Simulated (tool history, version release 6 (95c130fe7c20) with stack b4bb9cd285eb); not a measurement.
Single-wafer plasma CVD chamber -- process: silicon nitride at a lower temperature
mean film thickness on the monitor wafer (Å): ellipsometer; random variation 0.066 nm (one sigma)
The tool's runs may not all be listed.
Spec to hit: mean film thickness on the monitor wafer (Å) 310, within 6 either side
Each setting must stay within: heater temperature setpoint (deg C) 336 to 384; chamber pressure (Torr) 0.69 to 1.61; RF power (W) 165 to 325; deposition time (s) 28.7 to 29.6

run,hour,heater temperature setpoint (deg C),chamber pressure (Torr),RF power (W),deposition time (s),mean film thickness on the monitor wafer (Å)
1,0,360,1.15,245,28.7,257.2
2,1.6,360,1.23,250,28.7,265.85
3,8.3,360,1.44,250,28.7,280.64
4,9.5,360,1.61,250,28.7,289.83
5,11.7,352,1.61,250,28.7,292.1
6,14.2,362,1.61,250,28.7,290.34
7,18.9,362,1.61,255,28.7,292.37
8,27.7,362,1.61,260,28.7,294.52
9,30,362,1.61,265,28.7,296.91
10,34.9,362,1.61,270,28.7,299.54

Consider the 4 candidate settings below. Which is the only one whose results all fall within their allowed miss of target?
A,39.8,383,1.61,245,28.8,?
B,39.8,368,1.6,285,29.2,?
C,39.8,376,1.61,305,29.4,?
D,39.8,365,1.61,270,28.7,?

move,mean film thickness on the monitor wafer (Å)
A,285.63
B,310.98
C,322.11
D,299.36
A: further off than the last run
B: each result inside its tolerance
C: pushes the last run's worst result past its target
D: just as far off the targets as the last run
Move B is the one to make.

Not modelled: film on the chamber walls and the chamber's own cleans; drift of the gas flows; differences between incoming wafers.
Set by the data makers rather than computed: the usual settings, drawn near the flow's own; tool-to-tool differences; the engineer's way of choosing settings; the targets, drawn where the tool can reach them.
